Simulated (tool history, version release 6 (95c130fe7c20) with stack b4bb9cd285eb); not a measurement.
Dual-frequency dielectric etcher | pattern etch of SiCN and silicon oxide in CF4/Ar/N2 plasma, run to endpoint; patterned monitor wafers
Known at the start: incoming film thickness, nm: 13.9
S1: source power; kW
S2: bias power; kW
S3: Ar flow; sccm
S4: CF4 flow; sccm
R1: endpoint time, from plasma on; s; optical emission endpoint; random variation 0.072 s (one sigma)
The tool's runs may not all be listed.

run,hour,S1,S2,S3,S4,R1
1,0,0.55,0.082,99,61,12.609
2,6.4,0.55,0.082,99,51,12.728
3,7.9,0.54,0.082,99,51,13.168
4,15.5,0.54,0.082,85,51,12.734
5,20.7,0.54,0.071,85,51,13.397
6,29.6,0.54,0.078,85,51,12.985
7,32.4,0.53,0.078,85,51,13.026
8,38.7,0.52,0.078,85,51,13.378

Run 9 comes next. What will it give?
9,39.4,0.51,0.078,85,51,?

Run 9 gave R1 13.371 s.

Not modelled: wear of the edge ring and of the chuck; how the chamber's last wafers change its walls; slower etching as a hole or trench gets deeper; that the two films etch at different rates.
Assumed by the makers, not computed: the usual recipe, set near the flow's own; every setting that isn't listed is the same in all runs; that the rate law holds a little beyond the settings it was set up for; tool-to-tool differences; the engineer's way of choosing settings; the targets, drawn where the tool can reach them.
